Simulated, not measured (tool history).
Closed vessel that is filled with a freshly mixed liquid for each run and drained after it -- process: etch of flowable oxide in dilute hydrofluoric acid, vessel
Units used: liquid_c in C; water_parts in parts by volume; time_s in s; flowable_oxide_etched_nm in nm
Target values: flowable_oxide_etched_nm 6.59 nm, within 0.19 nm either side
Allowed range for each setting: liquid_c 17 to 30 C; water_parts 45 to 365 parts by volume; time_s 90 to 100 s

run	day	liquid_c	water_parts	time_s	flowable_oxide_etched_nm
1	0	22	205	90	7.566
2	0.35	22	205	100	8.4646
3	0.433	25	205	100	9.4631
4	0.504	23.5	210	100	8.5819
5	0.65	22	215	100	7.9346
6	0.9	24.5	215	100	8.7704
7	1.188	23	215	100	8.2814
8	1.271	22	215	100	7.9673
9	1.521	21	215	100	7.656
10	1.654	20	215	100	7.4381
11	1.971	19.5	215	100	7.325

Consider the 5 candidate settings below. Which is the only one whose results all fall within their allowed miss of target?
A	2.288	20	225	90	?
B	2.288	19	205	95	?
C	2.288	21.5	245	95	?
D	2.288	21.5	225	95	?
E	2.288	17.5	220	100	?

move	flowable_oxide_etched_nm
A	6.2525
B	7.1224
C	6.2717
D	6.9776
E	6.4936
A: takes the biggest miss from the last run beyond its target
B: nearer than the last run, and not there yet
C: takes the biggest miss from the last run beyond its target
D: nearer than the last run, and not there yet
E: in spec on every target
The move that meets every target is E.
